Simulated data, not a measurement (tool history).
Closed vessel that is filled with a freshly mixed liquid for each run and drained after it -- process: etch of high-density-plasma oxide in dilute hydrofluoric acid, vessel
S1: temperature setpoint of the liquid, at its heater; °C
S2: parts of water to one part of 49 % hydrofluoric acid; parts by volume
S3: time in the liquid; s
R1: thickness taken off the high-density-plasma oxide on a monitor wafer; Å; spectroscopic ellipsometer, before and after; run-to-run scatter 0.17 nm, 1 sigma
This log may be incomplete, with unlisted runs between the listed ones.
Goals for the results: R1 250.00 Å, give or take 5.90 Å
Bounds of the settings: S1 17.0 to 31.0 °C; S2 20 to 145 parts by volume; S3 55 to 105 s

run  hour    S1  S2   S3      R1
  1   0.0  23.0  80  105  119.37
  2   4.1  24.0  75  105  133.64
  3  11.5  24.0  65  105  155.29
  4  16.1  26.5  65  105  168.82
  5  21.6  23.5  65  105  151.66
  6  27.3  23.5  65  105  151.74
  7  34.0  24.5  65  105  156.88
  8  42.2  25.0  65  105  161.17
  9  47.1  25.5  65  105  164.00
 10  50.3  26.0  65  105  167.53

Which one of the following 4 next-run settings gets every result inside its allowed miss? There is exactly one.
  A  53.5  26.0  50  105   ?
  B  53.5  25.0  40  105   ?
  C  53.5  24.0  90  105   ?
  D  53.5  23.0  40  105   ?

move      R1
   A  222.09
   B  270.21
   C  108.00
   D  248.70
A: closes in on the targets versus the last run, not all within tolerance yet
B: takes the biggest miss from the last run beyond its target
C: moves away from the targets compared with the last run
D: each result inside its tolerance
Answer: D
